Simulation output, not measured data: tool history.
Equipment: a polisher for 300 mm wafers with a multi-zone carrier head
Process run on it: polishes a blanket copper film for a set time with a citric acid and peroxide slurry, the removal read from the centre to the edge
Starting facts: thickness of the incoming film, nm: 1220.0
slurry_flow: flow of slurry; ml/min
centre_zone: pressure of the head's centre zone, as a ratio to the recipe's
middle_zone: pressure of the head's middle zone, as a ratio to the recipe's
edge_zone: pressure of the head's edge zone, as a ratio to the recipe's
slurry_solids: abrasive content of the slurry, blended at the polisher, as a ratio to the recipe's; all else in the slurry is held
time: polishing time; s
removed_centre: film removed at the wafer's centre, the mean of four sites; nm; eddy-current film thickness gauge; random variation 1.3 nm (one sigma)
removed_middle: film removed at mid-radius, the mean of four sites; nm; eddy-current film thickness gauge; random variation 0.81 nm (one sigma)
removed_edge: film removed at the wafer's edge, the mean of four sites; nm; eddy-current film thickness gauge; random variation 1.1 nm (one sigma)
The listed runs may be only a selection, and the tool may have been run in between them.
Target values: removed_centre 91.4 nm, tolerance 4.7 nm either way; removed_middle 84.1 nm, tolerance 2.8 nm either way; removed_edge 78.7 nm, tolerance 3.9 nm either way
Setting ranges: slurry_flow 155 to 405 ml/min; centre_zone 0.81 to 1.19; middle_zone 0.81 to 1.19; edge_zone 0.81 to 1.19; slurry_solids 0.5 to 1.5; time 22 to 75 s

| run | hour | slurry_flow | centre_zone | middle_zone | edge_zone | slurry_solids | time | removed_centre | removed_middle | removed_edge |
|---|---|---|---|---|---|---|---|---|---|---|
| 1 | 0 | 260 | 1 | 1 | 1 | 1 | 48 | 114.06 | 111.03 | 112.25 |
| 2 | 4.2 | 260 | 1 | 0.94 | 1 | 1 | 48 | 114.55 | 105.65 | 113.19 |
| 3 | 12 | 260 | 1 | 0.94 | 1 | 1.15 | 48 | 118.07 | 108.22 | 116.1 |
| 4 | 17.9 | 260 | 1.01 | 0.95 | 0.98 | 1.1 | 47 | 114.1 | 105.31 | 111.1 |
| 5 | 19.4 | 260 | 1.01 | 0.95 | 1.06 | 1.1 | 47 | 116.68 | 105.42 | 115.11 |
| 6 | 22.6 | 260 | 1.01 | 0.95 | 1.06 | 0.95 | 47 | 108.82 | 104.1 | 114.89 |
| 7 | 30.9 | 260 | 1.02 | 0.96 | 1.04 | 0.95 | 46 | 109.29 | 102.6 | 106.96 |
| 8 | 32 | 260 | 1.02 | 0.96 | 1.04 | 0.95 | 46 | 109.02 | 99.72 | 109.43 |
| 9 | 38.2 | 260 | 1.03 | 0.97 | 1.02 | 0.9 | 45 | 107.38 | 98.97 | 102.03 |
| 10 | 40.7 | 245 | 0.98 | 0.88 | 0.92 | 0.65 | 43 | 88.371 | 80.501 | 89 |
| 11 | 46.4 | 245 | 0.99 | 0.89 | 0.91 | 0.65 | 43 | 89.682 | 82.151 | 86.196 |
| 12 | 51.3 | 245 | 0.99 | 0.89 | 0.9 | 0.65 | 43 | 91.004 | 81.893 | 87.027 |
| 13 | 59 | 245 | 0.99 | 0.9 | 0.89 | 0.65 | 43 | 91.836 | 82.648 | 86.41 |
| 14 | 63.5 | 245 | 0.99 | 0.91 | 0.88 | 0.65 | 43 | 89.342 | 83.437 | 86.396 |
| 15 | 65.4 | 245 | 1 | 0.92 | 0.87 | 0.65 | 43 | 94.196 | 84.073 | 86.194 |
| 16 | 68.1 | 245 | 1 | 0.93 | 0.86 | 0.65 | 43 | 91.444 | 84.172 | 86.437 |
| 17 | 69.4 | 245 | 1.01 | 0.94 | 0.85 | 0.65 | 43 | 95.177 | 84.813 | 84.015 |

5 candidate next runs follow, results not yet known. Just one meets every target within its allowed miss. Identify it.
| A | 70.7 | 205 | 0.97 | 0.95 | 0.9 | 0.65 | 44 | ? | ? | ? |
| B | 70.7 | 295 | 1.07 | 1.04 | 0.9 | 0.7 | 38 | ? | ? | ? |
| C | 70.7 | 240 | 1.01 | 0.99 | 0.82 | 0.6 | 47 | ? | ? | ? |
| D | 70.7 | 290 | 1.1 | 0.97 | 0.81 | 0.65 | 42 | ? | ? | ? |
| E | 70.7 | 260 | 1.03 | 0.93 | 0.91 | 0.75 | 44 | ? | ? | ? |

| move | removed_centre | removed_middle | removed_edge |
|---|---|---|---|
| A | 87.829 | 85.682 | 86.266 |
| B | 89.08 | 83.71 | 78.01 |
| C | 97.972 | 94.352 | 87.938 |
| D | 99.298 | 86.235 | 80.822 |
| E | 99.41 | 89.598 | 91.498 |
A: its largest miss is bigger than the last run's
B: all results in spec
C: its largest miss is bigger than the last run's
D: gets the furthest-off result to its target, but another result is out of tolerance
E: its largest miss is bigger than the last run's
The right move is B.

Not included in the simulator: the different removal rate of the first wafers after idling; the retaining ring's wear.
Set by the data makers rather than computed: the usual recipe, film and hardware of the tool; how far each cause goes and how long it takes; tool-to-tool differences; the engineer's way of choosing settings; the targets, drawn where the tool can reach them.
